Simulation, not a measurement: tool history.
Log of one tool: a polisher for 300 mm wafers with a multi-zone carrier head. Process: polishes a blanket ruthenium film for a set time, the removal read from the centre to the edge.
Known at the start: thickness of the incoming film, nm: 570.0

run	hour	flow of slurry (ml/min)	pressure of the head's centre zone	pressure of the head's middle zone	pressure of the head's edge zone	polishing time (s)	film removed at the wafer's centre (angstrom)	film removed at mid-radius (angstrom)	film removed at the wafer's edge (angstrom)
1	0.0	215	1.00	1.00	1.00	44	703.17	695.99	698.78
2	1.5	210	0.96	1.01	0.97	40	599.07	628.07	625.76
3	4.4	205	0.94	1.03	0.94	37	540.03	580.78	562.25
4	12.3	205	0.94	1.12	0.94	37	532.55	625.36	562.12
5	17.8	205	1.00	1.12	0.94	37	572.13	615.14	565.47
6	24.8	195	0.96	1.10	0.92	36	541.37	603.73	534.04
7	26.2	195	0.93	1.08	0.92	35	496.54	569.34	531.52

Forecast run 8:
8	31.8	190	0.92	1.08	0.90	34	?	?	?

{"run 8": {"film removed at the wafer's centre (angstrom)": 476.47, "film removed at mid-radius (angstrom)": 556.16, "film removed at the wafer's edge (angstrom)": 506.49}}

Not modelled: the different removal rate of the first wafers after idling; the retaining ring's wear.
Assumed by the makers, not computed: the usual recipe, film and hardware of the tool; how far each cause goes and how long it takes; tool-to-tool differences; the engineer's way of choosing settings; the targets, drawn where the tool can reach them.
